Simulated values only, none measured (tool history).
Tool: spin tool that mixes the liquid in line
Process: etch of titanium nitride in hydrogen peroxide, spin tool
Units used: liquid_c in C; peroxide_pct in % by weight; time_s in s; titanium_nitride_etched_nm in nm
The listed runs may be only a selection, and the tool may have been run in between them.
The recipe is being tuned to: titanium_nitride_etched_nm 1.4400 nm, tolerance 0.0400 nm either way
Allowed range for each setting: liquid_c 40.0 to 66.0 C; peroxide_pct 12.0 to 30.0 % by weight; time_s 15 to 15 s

{"run": 1, "hour": 0.0, "liquid_c": 56.0, "peroxide_pct": 21.5, "time_s": 15, "titanium_nitride_etched_nm": 1.6215}
{"run": 2, "hour": 5.0, "liquid_c": 61.5, "peroxide_pct": 21.5, "time_s": 15, "titanium_nitride_etched_nm": 2.3433}
{"run": 3, "hour": 13.4, "liquid_c": 61.5, "peroxide_pct": 21.5, "time_s": 15, "titanium_nitride_etched_nm": 2.3725}
{"run": 4, "hour": 15.4, "liquid_c": 61.5, "peroxide_pct": 21.5, "time_s": 15, "titanium_nitride_etched_nm": 2.3417}
{"run": 5, "hour": 21.3, "liquid_c": 65.0, "peroxide_pct": 21.5, "time_s": 15, "titanium_nitride_etched_nm": 2.9759}
{"run": 6, "hour": 25.0, "liquid_c": 63.0, "peroxide_pct": 21.5, "time_s": 15, "titanium_nitride_etched_nm": 2.6052}
{"run": 7, "hour": 25.8, "liquid_c": 61.5, "peroxide_pct": 21.5, "time_s": 15, "titanium_nitride_etched_nm": 2.3618}
{"run": 8, "hour": 27.1, "liquid_c": 60.5, "peroxide_pct": 21.5, "time_s": 15, "titanium_nitride_etched_nm": 2.1595}
{"run": 9, "hour": 33.9, "liquid_c": 59.5, "peroxide_pct": 21.5, "time_s": 15, "titanium_nitride_etched_nm": 2.0188}
{"run": 10, "hour": 39.3, "liquid_c": 58.5, "peroxide_pct": 21.5, "time_s": 15, "titanium_nitride_etched_nm": 1.9121}
{"run": 11, "hour": 42.8, "liquid_c": 58.0, "peroxide_pct": 21.5, "time_s": 15, "titanium_nitride_etched_nm": 1.837}
{"run": 12, "hour": 50.3, "liquid_c": 57.5, "peroxide_pct": 21.5, "time_s": 15, "titanium_nitride_etched_nm": 1.7784}
{"run": 13, "hour": 52.7, "liquid_c": 57.0, "peroxide_pct": 21.5, "time_s": 15, "titanium_nitride_etched_nm": 1.73}
{"run": 14, "hour": 59.8, "liquid_c": 56.5, "peroxide_pct": 21.5, "time_s": 15, "titanium_nitride_etched_nm": 1.6646}
{"run": 15, "hour": 61.4, "liquid_c": 56.0, "peroxide_pct": 21.5, "time_s": 15, "titanium_nitride_etched_nm": 1.6209}
{"run": 16, "hour": 63.7, "liquid_c": 55.5, "peroxide_pct": 21.5, "time_s": 15, "titanium_nitride_etched_nm": 1.5705}

Exactly one of the 4 candidate moves below puts every result within its allowed miss. Which one?
{"run": "A", "hour": 66.0, "liquid_c": 57.0, "peroxide_pct": 15.5, "time_s": 15, "titanium_nitride_etched_nm": "?"}
{"run": "B", "hour": 66.0, "liquid_c": 56.5, "peroxide_pct": 21.5, "time_s": 15, "titanium_nitride_etched_nm": "?"}
{"run": "C", "hour": 66.0, "liquid_c": 57.5, "peroxide_pct": 20.0, "time_s": 15, "titanium_nitride_etched_nm": "?"}
{"run": "D", "hour": 66.0, "liquid_c": 54.5, "peroxide_pct": 22.0, "time_s": 15, "titanium_nitride_etched_nm": "?"}

move=A titanium_nitride_etched_nm=1.6062
move=B titanium_nitride_etched_nm=1.6635
move=C titanium_nitride_etched_nm=1.7552
move=D titanium_nitride_etched_nm=1.4538
A: further off than the last run
B: further off than the last run
C: further off than the last run
D: every result within its allowed miss
The move that meets every target is D.
